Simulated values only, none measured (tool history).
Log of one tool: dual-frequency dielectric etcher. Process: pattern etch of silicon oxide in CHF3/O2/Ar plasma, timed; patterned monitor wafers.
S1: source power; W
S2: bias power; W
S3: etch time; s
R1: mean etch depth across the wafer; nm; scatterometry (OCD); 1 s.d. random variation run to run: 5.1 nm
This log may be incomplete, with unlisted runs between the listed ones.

{"run": 1, "hour": 0.0, "S1": 620, "S2": 154, "S3": 638, "R1": 1255.7}
{"run": 2, "hour": 6.0, "S1": 620, "S2": 154, "S3": 668, "R1": 1314.6}
{"run": 3, "hour": 10.2, "S1": 620, "S2": 154, "S3": 638, "R1": 1257.7}
{"run": 4, "hour": 17.0, "S1": 640, "S2": 155, "S3": 638, "R1": 1275.6}
{"run": 5, "hour": 18.9, "S1": 640, "S2": 143, "S3": 638, "R1": 1261.2}
{"run": 6, "hour": 26.9, "S1": 640, "S2": 129, "S3": 638, "R1": 1214.5}

Forecast run 7:
{"run": 7, "hour": 33.3, "S1": 670, "S2": 130, "S3": 638, "R1": "?"}

R1: 1262.2 nm
